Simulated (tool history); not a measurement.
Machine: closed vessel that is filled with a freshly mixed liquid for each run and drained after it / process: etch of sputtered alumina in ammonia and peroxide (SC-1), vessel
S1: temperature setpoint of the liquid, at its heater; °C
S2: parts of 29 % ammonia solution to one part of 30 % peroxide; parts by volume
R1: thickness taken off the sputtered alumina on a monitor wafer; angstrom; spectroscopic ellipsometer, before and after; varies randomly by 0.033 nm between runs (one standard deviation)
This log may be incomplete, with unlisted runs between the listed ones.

Run 1, day 0.000: S1 52.0 °C, S2 0.9 parts by volume, time in the liquid (s) 285. Result: R1 150.26 angstrom.
Run 2, day 0.233: S1 50.0 °C, S2 0.9 parts by volume, time in the liquid (s) 285. Result: R1 135.36 angstrom.
Run 3, day 0.371: S1 48.5 °C, S2 0.9 parts by volume, time in the liquid (s) 285. Result: R1 123.96 angstrom.
Run 4, day 0.458: S1 48.5 °C, S2 0.9 parts by volume, time in the liquid (s) 310. Result: R1 135.13 angstrom.
Run 5, day 0.667: S1 48.5 °C, S2 0.9 parts by volume, time in the liquid (s) 310. Result: R1 133.71 angstrom.
Run 6, day 0.879: S1 51.5 °C, S2 0.9 parts by volume, time in the liquid (s) 310. Result: R1 158.36 angstrom.
Run 7, day 1.242: S1 49.0 °C, S2 0.9 parts by volume, time in the liquid (s) 310. Result: R1 138.40 angstrom.
Run 8, day 1.462: S1 47.5 °C, S2 0.9 parts by volume, time in the liquid (s) 310. Result: R1 126.77 angstrom.
Run 9, day 1.650: S1 46.0 °C, S2 0.9 parts by volume, time in the liquid (s) 310. Result: R1 117.87 angstrom.
Run 10, day 1.846: S1 45.0 °C, S2 0.9 parts by volume, time in the liquid (s) 310. Result: R1 110.58 angstrom.

Run 11 comes next. What will it give?
Run 11, day 2.000: S1 45.0 °C, S2 0.9 parts by volume, time in the liquid (s) 310. Result: R1 ?.

Run 11 yielded R1 111.19 angstrom.

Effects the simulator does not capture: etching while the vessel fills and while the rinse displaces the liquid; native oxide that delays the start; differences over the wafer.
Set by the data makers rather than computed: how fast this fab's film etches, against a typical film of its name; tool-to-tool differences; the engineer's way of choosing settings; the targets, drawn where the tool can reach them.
